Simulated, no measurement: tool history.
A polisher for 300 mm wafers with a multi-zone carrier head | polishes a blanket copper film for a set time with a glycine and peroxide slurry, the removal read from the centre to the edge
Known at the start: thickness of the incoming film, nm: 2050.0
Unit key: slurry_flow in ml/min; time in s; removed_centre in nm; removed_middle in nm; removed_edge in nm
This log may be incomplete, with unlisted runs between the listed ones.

| run | hour | slurry_flow | centre_zone | middle_zone | edge_zone | time | removed_centre | removed_middle | removed_edge |
|---|---|---|---|---|---|---|---|---|---|
| 1 | 0 | 280 | 1 | 1 | 1 | 48 | 148.6 | 157.91 | 156.47 |
| 2 | 3.4 | 280 | 1 | 1 | 1 | 55 | 172.82 | 180.56 | 177.62 |
| 3 | 10.5 | 230 | 1 | 1 | 1 | 55 | 166.4 | 175.29 | 173.8 |
| 4 | 16.4 | 230 | 0.95 | 1 | 1 | 55 | 156.66 | 176.09 | 176.89 |
|  | 18.4 | centre zone pressure recalibrated |
| 5 | 18.4 | 230 | 0.95 | 0.97 | 1 | 55 | 178.38 | 172.77 | 176.49 |
| 6 | 24.8 | 275 | 0.95 | 0.97 | 1 | 55 | 174.81 | 172.87 | 180.97 |
| 7 | 32 | 290 | 0.98 | 0.97 | 1.01 | 59 | 196.68 | 187.91 | 195.88 |
| 8 | 33.5 | 305 | 1 | 0.98 | 1.02 | 62 | 213.53 | 202.04 | 203.93 |

Run 9 is up next; what results do you expect?
| 9 | 40.6 | 320 | 0.99 | 0.98 | 1.04 | 64 | ? | ? | ? |

removed_centre: 216.33 nm
removed_middle: 207.66 nm
removed_edge: 213.66 nm
